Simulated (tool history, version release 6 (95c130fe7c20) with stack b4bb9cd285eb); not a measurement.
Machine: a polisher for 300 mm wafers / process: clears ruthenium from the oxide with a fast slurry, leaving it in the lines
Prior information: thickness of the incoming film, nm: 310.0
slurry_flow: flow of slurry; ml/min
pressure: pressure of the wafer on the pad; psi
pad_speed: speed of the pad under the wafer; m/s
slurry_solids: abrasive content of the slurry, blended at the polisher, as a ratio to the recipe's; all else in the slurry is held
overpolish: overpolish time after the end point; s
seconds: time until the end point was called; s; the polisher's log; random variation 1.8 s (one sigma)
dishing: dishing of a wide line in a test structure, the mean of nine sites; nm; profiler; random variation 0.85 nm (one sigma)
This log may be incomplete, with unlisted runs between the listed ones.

run  hour  slurry_flow  pressure  pad_speed  slurry_solids  overpolish  seconds  dishing
  1     0          185       2.6       0.82              1          26   90.749   56.971
  2   8.1          185       2.6       0.82              1          18   89.892   42.497
  3  14.7          185       2.6       0.82              1          24   89.138   57.545
  4    17          225       2.6       0.82              1          24   87.591   58.594
  5  21.7          225       2.6       0.82              1          32   88.551   73.762
  6  29.3          225       2.3       0.82              1          32   97.699   65.338
  7  36.5          225       2.1       0.82              1          32   111.45   61.273
  8  44.9          225         2       0.82              1          31   113.08    57.36
  9  46.7          225       1.9       0.82              1          30   118.48    52.65
 10  50.8          225       1.8       0.82              1          29   122.36   48.488

The next listed run, before its measurement:
 11  56.3          215       1.2       0.82              1          26        ?        ?

seconds: 183.88 s
dishing: 31.859 nm
